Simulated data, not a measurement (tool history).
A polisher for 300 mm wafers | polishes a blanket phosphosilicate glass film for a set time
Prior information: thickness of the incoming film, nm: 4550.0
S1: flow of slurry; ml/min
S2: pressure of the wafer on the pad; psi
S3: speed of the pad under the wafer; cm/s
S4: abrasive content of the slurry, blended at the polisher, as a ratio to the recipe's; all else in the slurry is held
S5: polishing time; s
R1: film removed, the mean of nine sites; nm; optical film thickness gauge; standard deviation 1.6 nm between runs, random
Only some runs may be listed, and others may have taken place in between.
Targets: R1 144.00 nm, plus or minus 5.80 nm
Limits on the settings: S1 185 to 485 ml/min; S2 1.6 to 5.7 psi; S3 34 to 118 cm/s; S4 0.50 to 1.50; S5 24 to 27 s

| run | hour | S1 | S2 | S3 | S4 | S5 | R1 |
|---|---|---|---|---|---|---|---|
| 1 | 0.0 | 310 | 3.6 | 76 | 1.00 | 27 | 192.86 |
| 2 | 3.7 | 310 | 3.6 | 76 | 1.00 | 27 | 189.53 |
| 3 | 6.4 | 310 | 3.6 | 92 | 1.00 | 27 | 219.78 |
| 4 | 15.2 | 310 | 3.6 | 98 | 1.00 | 27 | 235.33 |
| 5 | 20.8 | 310 | 3.1 | 98 | 1.00 | 27 | 208.36 |
| 6 | 23.0 | 310 | 3.1 | 80 | 1.00 | 27 | 174.14 |
| 7 | 32.0 | 310 | 2.9 | 80 | 1.00 | 27 | 163.73 |
| 8 | 34.5 | 310 | 2.8 | 80 | 1.00 | 27 | 157.61 |
| 9 | 38.7 | 310 | 2.7 | 80 | 1.00 | 27 | 152.05 |

Below are 4 possible settings for the next run. Only one of them brings all results inside the allowed miss of their targets. Which is it?
| A | 42.9 | 300 | 2.3 | 84 | 1.05 | 27 | ? |
| B | 42.9 | 365 | 2.9 | 80 | 0.95 | 27 | ? |
| C | 42.9 | 360 | 3.3 | 80 | 0.85 | 25 | ? |
| D | 42.9 | 300 | 2.3 | 82 | 1.30 | 27 | ? |

| move | R1 |
|---|---|
| A | 144.25 |
| B | 162.03 |
| C | 156.89 |
| D | 157.01 |
A: all results in spec
B: lands further from the targets than the last run did
C: lands further from the targets than the last run did
D: lands further from the targets than the last run did
The move that meets every target is A.

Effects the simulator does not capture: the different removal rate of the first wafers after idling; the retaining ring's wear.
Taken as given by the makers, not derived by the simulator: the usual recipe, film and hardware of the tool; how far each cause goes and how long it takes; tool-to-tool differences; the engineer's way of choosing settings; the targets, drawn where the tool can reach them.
